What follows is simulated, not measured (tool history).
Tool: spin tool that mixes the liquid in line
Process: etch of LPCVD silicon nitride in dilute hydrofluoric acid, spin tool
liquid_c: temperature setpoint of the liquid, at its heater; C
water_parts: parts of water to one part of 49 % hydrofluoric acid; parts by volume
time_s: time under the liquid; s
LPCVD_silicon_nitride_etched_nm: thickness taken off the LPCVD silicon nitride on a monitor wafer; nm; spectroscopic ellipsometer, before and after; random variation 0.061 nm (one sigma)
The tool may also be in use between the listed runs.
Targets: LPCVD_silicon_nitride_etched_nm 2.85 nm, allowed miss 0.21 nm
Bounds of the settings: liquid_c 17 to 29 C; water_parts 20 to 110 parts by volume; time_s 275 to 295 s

run	day	liquid_c	water_parts	time_s	LPCVD_silicon_nitride_etched_nm
1	0	21	60	275	1.6237
2	0.229	21	45	275	2.1711
3	0.417	22	45	275	2.3048
4	0.542	20.5	45	275	2.0023
5	0.575	18.5	45	275	1.7545
6	0.758	17	45	275	1.5378
7	0.796	19	45	275	1.7818
# day 1.067: hydrofluoric acid flow meter replaced
8	1.067	20.5	45	275	1.9558

Which of these 4 next moves meets every target?
A	1.338	25	45	290	?
B	1.338	23.5	35	295	?
C	1.338	22.5	30	295	?
D	1.338	21.5	40	275	?

move	LPCVD_silicon_nitride_etched_nm
A	2.8519
B	3.3483
C	3.6296
D	2.3903
A: meets every target
B: takes the result that was furthest off past its target
C: takes the result that was furthest off past its target
D: nearer than the last run, and not there yet
The right move is A.
